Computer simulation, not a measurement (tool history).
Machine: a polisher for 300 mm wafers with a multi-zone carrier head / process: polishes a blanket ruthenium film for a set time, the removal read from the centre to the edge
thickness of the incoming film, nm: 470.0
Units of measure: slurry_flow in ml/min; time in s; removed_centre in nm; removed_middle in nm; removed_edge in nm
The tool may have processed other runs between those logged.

run    day  slurry_flow  centre_zone  middle_zone  edge_zone  time  removed_centre  removed_middle  removed_edge
  1  0.000          160         1.00         1.00       1.00    40          35.736          36.114        36.812
  2  0.046          165         0.98         1.01       1.03    40          36.183          36.256        36.732
  3  0.125          155         0.95         1.00       1.02    42          36.313          37.526        38.205
  4  0.467          145         0.93         1.00       1.04    43          35.016          37.500        37.995
  5  0.600          110         0.93         1.00       1.04    43          32.958          35.432        36.274
  6  0.788          110         0.93         1.00       1.04    39          29.506          31.941        33.746
  7  0.925          120         0.91         1.00       1.06    40          30.816          33.830        35.829
  8  1.150          135         0.90         1.00       1.08    40          31.278          34.538        36.183
  9  1.471          145         0.89         1.00       1.10    41          32.410          36.012        37.708

Run 10 comes next. What will it give?
 10  1.750          150         0.88         1.00       1.11    42               ?               ?             ?

Run 10 produced removed_centre 32.866 nm, removed_middle 37.125 nm, removed_edge 39.018 nm.

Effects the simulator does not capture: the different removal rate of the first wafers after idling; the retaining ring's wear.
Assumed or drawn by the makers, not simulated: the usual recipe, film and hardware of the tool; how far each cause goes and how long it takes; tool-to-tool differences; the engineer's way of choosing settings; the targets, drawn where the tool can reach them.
